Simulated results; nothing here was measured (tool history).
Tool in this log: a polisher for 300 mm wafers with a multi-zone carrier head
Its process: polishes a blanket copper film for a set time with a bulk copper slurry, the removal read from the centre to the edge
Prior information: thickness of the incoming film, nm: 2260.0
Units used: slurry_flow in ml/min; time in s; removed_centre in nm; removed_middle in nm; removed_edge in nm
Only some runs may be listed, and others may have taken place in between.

run,hour,slurry_flow,centre_zone,middle_zone,edge_zone,slurry_solids,time,removed_centre,removed_middle,removed_edge
1,0,165,1,1,1,1,32,304.85,299.56,308.87
2,1.1,155,0.96,0.99,0.98,0.9,29,253.94,260.75,259.45
3,6.4,155,0.92,0.99,0.98,0.9,29,247.12,260.46,260.57
4,15.1,145,0.9,0.98,1,0.8,27,211.94,231.94,239.19
5,18.3,145,0.9,0.98,0.93,0.8,27,216.47,233.58,231.07
6,25.3,145,0.9,0.98,1.01,0.8,27,216.28,234.98,237.91
7,26.7,135,0.88,0.96,1.01,0.75,26,199.36,214.16,223.63
8,31.2,130,0.86,0.96,1.01,0.7,25,181.14,202.11,212.51
9,35.7,125,0.85,0.95,0.99,0.65,24,165.51,186.43,197.74
10,44,120,0.84,0.94,0.96,0.6,24,158.74,180.59,189.92
11,50.5,115,0.83,0.93,0.94,0.6,24,156.56,177.2,186.97

What does the tool deliver on the next run?
12,57,100,0.81,0.93,0.91,0.5,22,?,?,?

{"run 12": {"removed_centre": 131.39, "removed_middle": 150.79, "removed_edge": 158.97}}
